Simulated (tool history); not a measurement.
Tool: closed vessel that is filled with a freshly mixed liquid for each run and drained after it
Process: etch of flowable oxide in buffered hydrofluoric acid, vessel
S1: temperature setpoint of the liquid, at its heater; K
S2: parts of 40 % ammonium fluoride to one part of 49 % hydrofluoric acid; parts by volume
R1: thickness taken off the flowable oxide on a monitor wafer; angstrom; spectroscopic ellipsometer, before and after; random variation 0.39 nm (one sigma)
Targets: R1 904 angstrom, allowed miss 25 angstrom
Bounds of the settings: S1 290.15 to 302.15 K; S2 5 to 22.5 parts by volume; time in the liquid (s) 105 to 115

{"run": 1, "hour": 0.0, "S1": 294.15, "S2": 13.5, "time in the liquid (s)": 105, "R1": 1430.8}
{"run": 2, "hour": 6.9, "S1": 294.15, "S2": 11.5, "time in the liquid (s)": 105, "R1": 1666.9}
{"run": 3, "hour": 10.0, "S1": 294.15, "S2": 11.5, "time in the liquid (s)": 115, "R1": 1825.3}
{"run": 4, "hour": 18.1, "S1": 292.15, "S2": 11.5, "time in the liquid (s)": 115, "R1": 1627.1}
{"run": 5, "hour": 24.9, "S1": 291.65, "S2": 13, "time in the liquid (s)": 115, "R1": 1406.4}
{"run": 6, "hour": 28.0, "S1": 291.65, "S2": 13, "time in the liquid (s)": 105, "R1": 1285.1}
{"hour": 34.8, "done": "thermometer replaced"}
{"run": 7, "hour": 34.8, "S1": 291.15, "S2": 14, "time in the liquid (s)": 105, "R1": 1301.5}
{"run": 8, "hour": 42.9, "S1": 290.65, "S2": 16, "time in the liquid (s)": 105, "R1": 1100.2}
{"run": 9, "hour": 49.9, "S1": 290.65, "S2": 17, "time in the liquid (s)": 105, "R1": 1042.8}
{"run": 10, "hour": 51.2, "S1": 290.65, "S2": 17.5, "time in the liquid (s)": 105, "R1": 1013.1}
{"run": 11, "hour": 52.5, "S1": 290.65, "S2": 18, "time in the liquid (s)": 105, "R1": 975.08}

4 next moves are on the table. One of them brings every result within its allowed miss. Which?
{"run": "A", "hour": 53.8, "S1": 292.65, "S2": 18.5, "time in the liquid (s)": 110, "R1": "?"}
{"run": "B", "hour": 53.8, "S1": 290.15, "S2": 17, "time in the liquid (s)": 110, "R1": "?"}
{"run": "C", "hour": 53.8, "S1": 290.15, "S2": 19, "time in the liquid (s)": 105, "R1": "?"}
{"run": "D", "hour": 53.8, "S1": 290.15, "S2": 17, "time in the liquid (s)": 105, "R1": "?"}

move=A R1=1114.4
move=B R1=1051.1
move=C R1=898.94
move=D R1=1003.4
A: further off than the last run
B: further off than the last run
C: meets every target
D: further off than the last run
The right move is C.
